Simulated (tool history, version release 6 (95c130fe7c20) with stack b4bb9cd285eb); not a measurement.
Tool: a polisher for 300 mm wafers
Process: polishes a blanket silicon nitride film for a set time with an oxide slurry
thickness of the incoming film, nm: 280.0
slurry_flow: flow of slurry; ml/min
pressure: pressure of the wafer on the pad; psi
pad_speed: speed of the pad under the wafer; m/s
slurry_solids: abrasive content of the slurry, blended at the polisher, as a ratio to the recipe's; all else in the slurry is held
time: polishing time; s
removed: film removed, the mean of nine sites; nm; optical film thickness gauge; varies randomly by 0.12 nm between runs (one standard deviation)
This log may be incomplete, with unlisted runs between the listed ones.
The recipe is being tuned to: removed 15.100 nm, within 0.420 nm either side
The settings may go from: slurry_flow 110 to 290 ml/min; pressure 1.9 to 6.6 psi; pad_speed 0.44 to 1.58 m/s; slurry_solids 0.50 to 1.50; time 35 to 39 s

{"run": 1, "hour": 0.0, "slurry_flow": 185, "pressure": 4.2, "pad_speed": 1.0, "slurry_solids": 1.0, "time": 39, "removed": 27.695}
{"run": 2, "hour": 4.9, "slurry_flow": 180, "pressure": 3.5, "pad_speed": 0.98, "slurry_solids": 1.0, "time": 39, "removed": 22.702}
{"run": 3, "hour": 13.5, "slurry_flow": 175, "pressure": 3.0, "pad_speed": 0.98, "slurry_solids": 1.0, "time": 39, "removed": 19.446}
{"run": 4, "hour": 20.8, "slurry_flow": 165, "pressure": 2.7, "pad_speed": 0.98, "slurry_solids": 1.0, "time": 39, "removed": 17.64}
{"run": 5, "hour": 27.5, "slurry_flow": 165, "pressure": 2.7, "pad_speed": 0.98, "slurry_solids": 1.2, "time": 39, "removed": 19.318}
{"run": 6, "hour": 30.0, "slurry_flow": 165, "pressure": 2.7, "pad_speed": 0.98, "slurry_solids": 1.05, "time": 39, "removed": 18.24}
{"run": 7, "hour": 32.1, "slurry_flow": 155, "pressure": 2.5, "pad_speed": 0.98, "slurry_solids": 1.05, "time": 39, "removed": 16.555}
{"run": 8, "hour": 32.9, "slurry_flow": 145, "pressure": 2.5, "pad_speed": 0.98, "slurry_solids": 1.05, "time": 39, "removed": 16.32}
{"run": 9, "hour": 38.6, "slurry_flow": 135, "pressure": 2.5, "pad_speed": 0.98, "slurry_solids": 1.05, "time": 39, "removed": 15.952}
{"run": 10, "hour": 44.4, "slurry_flow": 130, "pressure": 2.5, "pad_speed": 0.98, "slurry_solids": 1.05, "time": 39, "removed": 16.042}
{"run": 11, "hour": 48.1, "slurry_flow": 125, "pressure": 2.5, "pad_speed": 0.98, "slurry_solids": 1.05, "time": 39, "removed": 15.716}
{"run": 12, "hour": 54.8, "slurry_flow": 120, "pressure": 2.5, "pad_speed": 0.98, "slurry_solids": 1.05, "time": 39, "removed": 15.657}

Which of these 5 next moves meets every target?
{"run": "A", "hour": 61.5, "slurry_flow": 115, "pressure": 3.0, "pad_speed": 0.98, "slurry_solids": 1.0, "time": 35, "removed": "?"}
{"run": "B", "hour": 61.5, "slurry_flow": 110, "pressure": 2.6, "pad_speed": 0.98, "slurry_solids": 1.0, "time": 35, "removed": "?"}
{"run": "C", "hour": 61.5, "slurry_flow": 115, "pressure": 2.9, "pad_speed": 1.14, "slurry_solids": 0.9, "time": 35, "removed": "?"}
{"run": "D", "hour": 61.5, "slurry_flow": 140, "pressure": 2.8, "pad_speed": 0.92, "slurry_solids": 0.8, "time": 39, "removed": "?"}
{"run": "E", "hour": 61.5, "slurry_flow": 145, "pressure": 2.7, "pad_speed": 0.74, "slurry_solids": 0.95, "time": 39, "removed": "?"}

move=A removed=16.126
move=B removed=13.890
move=C removed=16.270
move=D removed=15.095
move=E removed=14.161
A: lands further from the targets than the last run did
B: carries the result that was furthest off beyond its target, to the other side
C: lands further from the targets than the last run did
D: each result inside its tolerance
E: carries the result that was furthest off beyond its target, to the other side
D meets every target.

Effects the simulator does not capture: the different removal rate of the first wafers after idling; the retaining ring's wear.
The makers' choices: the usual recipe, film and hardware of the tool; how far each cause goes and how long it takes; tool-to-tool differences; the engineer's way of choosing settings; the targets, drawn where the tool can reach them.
